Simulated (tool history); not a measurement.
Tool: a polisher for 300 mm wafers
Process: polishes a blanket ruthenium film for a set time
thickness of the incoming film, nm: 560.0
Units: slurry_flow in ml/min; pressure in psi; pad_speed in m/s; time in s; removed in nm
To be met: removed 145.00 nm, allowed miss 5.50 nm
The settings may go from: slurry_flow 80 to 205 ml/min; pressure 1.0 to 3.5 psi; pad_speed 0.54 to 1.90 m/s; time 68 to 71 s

run  hour  slurry_flow  pressure  pad_speed  time  removed
  1   0.0          135       2.2       1.22    68   120.59
  2   6.2          135       2.2       1.22    71   124.95
  3   9.2          160       2.2       1.22    71   129.54
  4  13.4          160       2.3       1.22    71   136.49
  5  19.2          160       2.3       1.22    68   129.86
  6  24.0          135       2.3       1.22    68   125.80
  7  32.8          135       2.4       1.22    68   133.23
  8  41.2          135       2.5       1.22    68   137.50

5 next moves are on the table. One of them brings every result within its allowed miss. Which?
  A  49.6          130       2.4       1.34    69        ?
  B  49.6          165       2.9       0.88    71        ?
  C  49.6          125       2.5       1.24    68        ?
  D  49.6          100       2.3       1.34    68        ?
  E  49.6          135       2.7       1.06    70        ?

move  removed
   A   143.53
   B   125.38
   C   136.07
   D   129.53
   E   132.38
A: meets every target
B: further off than the last run
C: further off than the last run
D: further off than the last run
E: further off than the last run
Move A is the one to make.

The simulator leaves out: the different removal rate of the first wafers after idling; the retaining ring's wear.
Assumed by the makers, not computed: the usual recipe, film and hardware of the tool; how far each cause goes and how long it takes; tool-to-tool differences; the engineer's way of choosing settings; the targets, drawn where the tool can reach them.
